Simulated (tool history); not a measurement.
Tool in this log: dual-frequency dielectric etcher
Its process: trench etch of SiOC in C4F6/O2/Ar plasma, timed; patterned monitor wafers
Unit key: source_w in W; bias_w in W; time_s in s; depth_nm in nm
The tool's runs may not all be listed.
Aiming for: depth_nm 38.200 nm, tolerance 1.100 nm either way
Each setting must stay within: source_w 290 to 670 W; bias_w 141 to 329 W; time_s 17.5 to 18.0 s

{"run": 1, "hour": 0.0, "source_w": 480, "bias_w": 235, "time_s": 17.5, "depth_nm": 43.611}
{"run": 2, "hour": 4.9, "source_w": 480, "bias_w": 235, "time_s": 18.0, "depth_nm": 45.14}
{"run": 3, "hour": 10.5, "source_w": 450, "bias_w": 227, "time_s": 18.0, "depth_nm": 43.915}
{"run": 4, "hour": 14.7, "source_w": 430, "bias_w": 219, "time_s": 18.0, "depth_nm": 42.854}
{"run": 5, "hour": 16.6, "source_w": 410, "bias_w": 212, "time_s": 18.0, "depth_nm": 41.758}
{"run": 6, "hour": 20.6, "source_w": 390, "bias_w": 208, "time_s": 18.0, "depth_nm": 40.687}
{"run": 7, "hour": 25.2, "source_w": 380, "bias_w": 205, "time_s": 18.0, "depth_nm": 40.453}
{"run": 8, "hour": 27.3, "source_w": 370, "bias_w": 202, "time_s": 18.0, "depth_nm": 40.097}
{"run": 9, "hour": 31.4, "source_w": 360, "bias_w": 199, "time_s": 18.0, "depth_nm": 39.31}

Which one of the following 4 next-run settings gets every result inside its allowed miss? There is exactly one.
{"run": "A", "hour": 35.5, "source_w": 320, "bias_w": 210, "time_s": 18.0, "depth_nm": "?"}
{"run": "B", "hour": 35.5, "source_w": 340, "bias_w": 237, "time_s": 18.0, "depth_nm": "?"}
{"run": "C", "hour": 35.5, "source_w": 380, "bias_w": 240, "time_s": 17.5, "depth_nm": "?"}
{"run": "D", "hour": 35.5, "source_w": 350, "bias_w": 240, "time_s": 18.0, "depth_nm": "?"}

move=A depth_nm=38.348
move=B depth_nm=40.312
move=C depth_nm=40.729
move=D depth_nm=40.815
A: meets every target
B: further off than the last run
C: further off than the last run
D: further off than the last run
Go with A: it meets all targets.

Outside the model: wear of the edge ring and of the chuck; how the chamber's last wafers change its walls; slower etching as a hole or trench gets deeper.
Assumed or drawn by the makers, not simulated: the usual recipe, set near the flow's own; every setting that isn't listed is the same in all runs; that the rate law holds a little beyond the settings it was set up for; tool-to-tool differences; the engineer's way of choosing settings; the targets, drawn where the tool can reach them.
